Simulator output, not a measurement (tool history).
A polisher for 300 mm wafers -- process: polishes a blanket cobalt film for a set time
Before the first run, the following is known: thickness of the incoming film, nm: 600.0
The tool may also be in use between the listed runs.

run	hour	flow of slurry (ml/min)	pressure of the wafer on the pad (kPa)	speed of the pad under the wafer (cm/s)	polishing time (s)	film removed (nm)
1	0.0	205	9.7	102	28	83.001
2	8.7	205	8.3	102	28	72.189
3	11.0	235	8.3	102	28	72.458
4	13.5	235	10.3	102	28	90.805
5	21.3	235	8.3	102	28	72.919
6	26.4	235	8.3	102	25	64.852

Run 7, settings as shown, results not yet in. Your forecast:
# hour 31.0: slurry nozzle cleaned
7	31.0	235	7.6	102	25	?

film removed (nm): 66.063
